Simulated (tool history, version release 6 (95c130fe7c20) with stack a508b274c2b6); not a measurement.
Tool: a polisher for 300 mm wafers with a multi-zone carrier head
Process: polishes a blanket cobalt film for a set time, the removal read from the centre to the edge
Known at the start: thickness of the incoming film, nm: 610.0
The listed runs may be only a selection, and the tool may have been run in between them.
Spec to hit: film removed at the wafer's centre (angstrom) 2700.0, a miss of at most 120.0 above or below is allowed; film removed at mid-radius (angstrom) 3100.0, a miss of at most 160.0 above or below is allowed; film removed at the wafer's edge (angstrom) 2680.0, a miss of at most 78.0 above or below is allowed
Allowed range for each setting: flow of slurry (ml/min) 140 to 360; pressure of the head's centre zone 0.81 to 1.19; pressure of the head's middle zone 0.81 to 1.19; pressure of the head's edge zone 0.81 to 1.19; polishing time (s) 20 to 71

| run | hour | flow of slurry (ml/min) | pressure of the head's centre zone | pressure of the head's middle zone | pressure of the head's edge zone | polishing time (s) | film removed at the wafer's centre (angstrom) | film removed at mid-radius (angstrom) | film removed at the wafer's edge (angstrom) |
|---|---|---|---|---|---|---|---|---|---|
| 1 | 0.0 | 230 | 1.00 | 1.00 | 1.00 | 45 | 2054.1 | 1980.6 | 1984.6 |
| 2 | 0.9 | 230 | 1.00 | 1.00 | 0.95 | 45 | 2081.9 | 2040.4 | 1948.2 |
| 3 | 8.7 | 230 | 1.00 | 1.00 | 1.01 | 45 | 2042.2 | 2038.7 | 2024.1 |
| 4 | 12.8 | 230 | 1.00 | 1.00 | 1.01 | 56 | 2558.8 | 2491.2 | 2564.6 |
| 5 | 16.2 | 245 | 1.00 | 1.06 | 1.01 | 57 | 2610.1 | 2728.7 | 2545.7 |
| 6 | 20.7 | 195 | 1.00 | 1.06 | 1.01 | 57 | 2542.4 | 2606.5 | 2565.9 |
| 7 | 26.4 | 210 | 1.00 | 1.09 | 1.02 | 58 | 2687.6 | 2788.8 | 2608.5 |
| 8 | 29.3 | 215 | 0.99 | 1.11 | 1.03 | 58 | 2606.2 | 2831.5 | 2607.8 |
| 9 | 31.2 | 220 | 0.99 | 1.13 | 1.04 | 58 | 2650.1 | 2784.5 | 2632.9 |

Consider the 4 candidate settings below. Which is the only one whose results all fall within their allowed miss of target?
| A | 33.1 | 275 | 1.07 | 1.05 | 1.17 | 54 | ? | ? | ? |
| B | 33.1 | 190 | 1.05 | 1.04 | 1.06 | 57 | ? | ? | ? |
| C | 33.1 | 210 | 0.97 | 1.14 | 0.99 | 61 | ? | ? | ? |
| D | 33.1 | 225 | 1.02 | 1.13 | 1.09 | 57 | ? | ? | ? |

| move | film removed at the wafer's centre (angstrom) | film removed at mid-radius (angstrom) | film removed at the wafer's edge (angstrom) |
|---|---|---|---|
| A | 2613.8 | 2582.7 | 2660.9 |
| B | 2596.0 | 2605.3 | 2597.3 |
| C | 2598.4 | 3050.6 | 2706.7 |
| D | 2574.6 | 2848.3 | 2666.5 |
A: the biggest miss grows against the last run
B: the biggest miss grows against the last run
C: hits every target within its allowed miss
D: better than the last run, though not everything is in spec
Correct choice: C, which meets every target

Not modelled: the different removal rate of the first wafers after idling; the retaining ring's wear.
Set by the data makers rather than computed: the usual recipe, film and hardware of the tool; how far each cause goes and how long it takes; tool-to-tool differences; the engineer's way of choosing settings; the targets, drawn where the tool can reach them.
